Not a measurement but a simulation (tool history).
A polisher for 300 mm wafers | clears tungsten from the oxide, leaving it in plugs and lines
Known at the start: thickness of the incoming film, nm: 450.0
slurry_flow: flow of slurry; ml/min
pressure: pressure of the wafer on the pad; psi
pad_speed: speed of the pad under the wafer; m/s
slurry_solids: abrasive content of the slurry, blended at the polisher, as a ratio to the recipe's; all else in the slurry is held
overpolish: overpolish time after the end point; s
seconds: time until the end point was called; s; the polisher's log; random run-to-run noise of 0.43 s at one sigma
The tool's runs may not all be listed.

run    day  slurry_flow  pressure  pad_speed  slurry_solids  overpolish  seconds
  1      0          220       3.5       1.38              1          40   75.183
  2  0.217          220       3.5       1.38              1          40   74.158
  3  0.546          225       3.9       1.38              1          40   67.177
  4  0.846          225       3.9       1.16              1          40   80.207
  5  1.012          225       4.3        1.2              1          40    70.95
  6  1.142          230       4.6       1.24              1          40   64.103
  7  1.196          230       4.6       1.24              1          40   64.671
  8  1.229          230       4.8       1.28              1          40    59.67
  9  1.475          230         5        1.3              1          40   56.818

Predict the results of run 10:
 10  1.5          235       5.1       1.32              1          40        ?

{"run 10": {"seconds": 55.497}}
